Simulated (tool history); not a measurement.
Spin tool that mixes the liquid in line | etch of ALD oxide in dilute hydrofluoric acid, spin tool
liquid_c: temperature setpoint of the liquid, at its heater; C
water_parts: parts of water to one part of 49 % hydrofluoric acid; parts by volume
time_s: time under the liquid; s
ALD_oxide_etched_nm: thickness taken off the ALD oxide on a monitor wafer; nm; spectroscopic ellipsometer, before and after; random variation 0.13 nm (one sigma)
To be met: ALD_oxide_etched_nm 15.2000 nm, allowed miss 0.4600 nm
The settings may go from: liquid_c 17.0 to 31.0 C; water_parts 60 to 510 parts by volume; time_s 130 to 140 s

| run | day | liquid_c | water_parts | time_s | ALD_oxide_etched_nm |
|---|---|---|---|---|---|
| 1 | 0.000 | 23.0 | 285 | 130 | 7.3995 |
| 2 | 0.175 | 25.0 | 255 | 130 | 9.1082 |
| 3 | 0.550 | 25.0 | 255 | 140 | 9.6839 |
| 4 | 0.608 | 25.0 | 255 | 140 | 9.6684 |
| 5 | 0.917 | 26.5 | 230 | 140 | 11.7060 |
| 6 | 0.983 | 26.5 | 135 | 140 | 22.5120 |
| 7 | 1.146 | 24.5 | 150 | 140 | 18.2170 |
| 8 | 1.183 | 21.0 | 150 | 140 | 16.2200 |
| 9 | 1.221 | 20.5 | 150 | 140 | 15.7030 |
|  | 1.479 | thermometer replaced |
| 10 | 1.479 | 20.0 | 150 | 140 | 14.2340 |
| 11 | 1.771 | 20.5 | 150 | 140 | 14.3480 |
| 12 | 1.962 | 22.5 | 150 | 140 | 15.6890 |

Which of these 4 next moves meets every target?
| A | 2.154 | 27.5 | 180 | 140 | ? |
| B | 2.154 | 22.0 | 140 | 140 | ? |
| C | 2.154 | 21.0 | 150 | 130 | ? |
| D | 2.154 | 18.0 | 140 | 135 | ? |

| move | ALD_oxide_etched_nm |
|---|---|
| A | 15.6390 |
| B | 17.1130 |
| C | 14.1050 |
| D | 14.0590 |
A: meets every target
B: further off than the last run
C: takes the result that was furthest off past its target
D: takes the result that was furthest off past its target
The right move is A.
